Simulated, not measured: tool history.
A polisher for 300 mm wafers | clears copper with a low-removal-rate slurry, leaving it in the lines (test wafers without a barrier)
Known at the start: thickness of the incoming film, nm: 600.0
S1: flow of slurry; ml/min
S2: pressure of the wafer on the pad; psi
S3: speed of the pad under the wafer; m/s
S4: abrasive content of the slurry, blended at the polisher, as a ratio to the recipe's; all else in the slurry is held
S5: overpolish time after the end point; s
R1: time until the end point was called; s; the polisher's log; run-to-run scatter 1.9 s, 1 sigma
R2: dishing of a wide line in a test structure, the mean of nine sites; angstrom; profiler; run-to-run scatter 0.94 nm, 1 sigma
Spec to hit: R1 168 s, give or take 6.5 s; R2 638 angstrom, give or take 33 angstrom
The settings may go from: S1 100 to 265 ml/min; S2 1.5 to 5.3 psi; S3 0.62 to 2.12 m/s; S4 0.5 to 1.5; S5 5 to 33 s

Run 1, hour 0: S1 170 ml/min, S2 3.4 psi, S3 1.36 m/s, S4 1, S5 17 s. Result: R1 127.54 s, R2 567.21 angstrom.
Run 2, hour 0.7: S1 165 ml/min, S2 3.2 psi, S3 1.36 m/s, S4 1, S5 18 s. Result: R1 139.09 s, R2 565.92 angstrom.
Run 3, hour 4.4: S1 160 ml/min, S2 3.1 psi, S3 1.36 m/s, S4 1, S5 19 s. Result: R1 141.12 s, R2 568.46 angstrom.
Run 4, hour 7: S1 160 ml/min, S2 3.1 psi, S3 1.66 m/s, S4 1, S5 19 s. Result: R1 120.25 s, R2 645.98 angstrom.
Run 5, hour 14.6: S1 160 ml/min, S2 3.1 psi, S3 1.66 m/s, S4 1, S5 24 s. Result: R1 121.92 s, R2 778.41 angstrom.
Run 6, hour 23.2: S1 155 ml/min, S2 2.9 psi, S3 1.66 m/s, S4 1, S5 24 s. Result: R1 129.53 s, R2 734.3 angstrom.
Run 7, hour 27.7: S1 150 ml/min, S2 2.7 psi, S3 1.66 m/s, S4 1, S5 25 s. Result: R1 139.46 s, R2 707.09 angstrom.
Run 8, hour 35.2: S1 145 ml/min, S2 2.6 psi, S3 1.66 m/s, S4 1, S5 25 s. Result: R1 147.61 s, R2 676.68 angstrom.
Run 9, hour 44.1: S1 140 ml/min, S2 2.6 psi, S3 1.66 m/s, S4 1, S5 25 s. Result: R1 148.55 s, R2 659.88 angstrom.
Run 10, hour 50.5: S1 135 ml/min, S2 2.6 psi, S3 1.66 m/s, S4 1, S5 26 s. Result: R1 150.85 s, R2 716.31 angstrom.
Run 11, hour 58.7: S1 130 ml/min, S2 2.6 psi, S3 1.66 m/s, S4 1, S5 26 s. Result: R1 149.93 s, R2 699.75 angstrom.
Run 12, hour 62: S1 125 ml/min, S2 2.5 psi, S3 1.66 m/s, S4 1, S5 26 s. Result: R1 159.2 s, R2 661.47 angstrom.
Run 13, hour 63.5: S1 120 ml/min, S2 2.5 psi, S3 1.66 m/s, S4 1, S5 26 s. Result: R1 156.81 s, R2 656.42 angstrom.

Consider the 4 candidate settings below. Which is the only one whose results all fall within their allowed miss of target?
Run A, hour 65: S1 135 ml/min, S2 1.8 psi, S3 2.02 m/s, S4 0.75, S5 31 s. Result: R1 ?, R2 ?.
Run B, hour 65: S1 130 ml/min, S2 2.2 psi, S3 1.68 m/s, S4 0.95, S5 25 s. Result: R1 ?, R2 ?.
Run C, hour 65: S1 120 ml/min, S2 2.6 psi, S3 1.68 m/s, S4 0.95, S5 28 s. Result: R1 ?, R2 ?.
Run D, hour 65: S1 145 ml/min, S2 2.6 psi, S3 1.38 m/s, S4 1.15, S5 26 s. Result: R1 ?, R2 ?.

move      R1      R2
   A  191.51  626.64
   B  178.55  569.39
   C  155.11  706.59
   D   168.1  625.37
A: carries the result that was furthest off beyond its target, to the other side
B: carries the result that was furthest off beyond its target, to the other side
C: further off than the last run
D: every result lands within tolerance
So the answer is move D, the one that meets all the targets.
